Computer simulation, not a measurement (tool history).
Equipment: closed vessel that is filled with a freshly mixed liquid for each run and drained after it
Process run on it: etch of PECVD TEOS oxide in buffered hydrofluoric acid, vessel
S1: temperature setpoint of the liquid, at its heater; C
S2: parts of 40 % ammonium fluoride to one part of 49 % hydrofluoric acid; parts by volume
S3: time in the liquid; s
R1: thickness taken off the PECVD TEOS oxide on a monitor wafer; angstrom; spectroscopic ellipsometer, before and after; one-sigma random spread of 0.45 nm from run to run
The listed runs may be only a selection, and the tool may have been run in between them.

| run | hour | S1 | S2 | S3 | R1 |
|---|---|---|---|---|---|
| 1 | 0 | 23 | 11 | 105 | 1163 |
| 2 | 1.2 | 25.5 | 11 | 105 | 1325.3 |
| 3 | 8 | 25.5 | 11 | 110 | 1392.1 |
| 4 | 15.9 | 27.5 | 11 | 110 | 1569.6 |
|  | 24.4 | thermometer replaced |
| 5 | 24.4 | 24 | 12 | 110 | 1303.9 |
| 6 | 25.6 | 24 | 12 | 110 | 1294.5 |

Estimate the outcome of run 7 from the log above:
| 7 | 33.2 | 21.5 | 14 | 110 | ? |

Run 7 measured R1 952.09 angstrom.
